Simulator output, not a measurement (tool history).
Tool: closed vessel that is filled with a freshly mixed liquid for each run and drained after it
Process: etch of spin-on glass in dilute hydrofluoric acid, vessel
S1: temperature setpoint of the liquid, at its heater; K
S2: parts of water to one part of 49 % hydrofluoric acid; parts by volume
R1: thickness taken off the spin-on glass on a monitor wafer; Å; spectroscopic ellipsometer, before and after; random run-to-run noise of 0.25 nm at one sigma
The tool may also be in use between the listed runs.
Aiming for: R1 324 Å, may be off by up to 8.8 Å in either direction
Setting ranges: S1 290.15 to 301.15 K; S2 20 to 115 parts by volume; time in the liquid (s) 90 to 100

run 1 day=0 | S1=293.15 S2=65 time_in_the_liquid_(s)=90 | R1=667.27
run 2 day=0.088 | S1=293.15 S2=80 time_in_the_liquid_(s)=90 | R1=529.36
run 3 day=0.112 | S1=292.65 S2=85 time_in_the_liquid_(s)=90 | R1=493.9
run 4 day=0.454 | S1=292.65 S2=75 time_in_the_liquid_(s)=90 | R1=562.69
run 5 day=0.6 | S1=292.15 S2=80 time_in_the_liquid_(s)=90 | R1=508.79
run 6 day=0.879 | S1=292.15 S2=65 time_in_the_liquid_(s)=90 | R1=647.75
-- day=0.971 hydrofluoric acid flow meter replaced
run 7 day=0.971 | S1=291.65 S2=70 time_in_the_liquid_(s)=90 | R1=539.07
run 8 day=1.292 | S1=291.65 S2=75 time_in_the_liquid_(s)=90 | R1=495.12
run 9 day=1.538 | S1=290.15 S2=100 time_in_the_liquid_(s)=90 | R1=346.56

Exactly one of the 4 candidate moves below puts every result within its allowed miss. Which one?
run A day=1.783 | S1=291.65 S2=100 time_in_the_liquid_(s)=95 | R1=?
run B day=1.783 | S1=294.15 S2=105 time_in_the_liquid_(s)=90 | R1=?
run C day=1.783 | S1=290.15 S2=115 time_in_the_liquid_(s)=100 | R1=?
run D day=1.783 | S1=291.15 S2=100 time_in_the_liquid_(s)=95 | R1=?

move=A R1=381.96
move=B R1=379.82
move=C R1=323.3
move=D R1=374.08
A: misses by more than the last run did
B: misses by more than the last run did
C: all results land within tolerance of their targets
D: misses by more than the last run did
Move C is the one to make.

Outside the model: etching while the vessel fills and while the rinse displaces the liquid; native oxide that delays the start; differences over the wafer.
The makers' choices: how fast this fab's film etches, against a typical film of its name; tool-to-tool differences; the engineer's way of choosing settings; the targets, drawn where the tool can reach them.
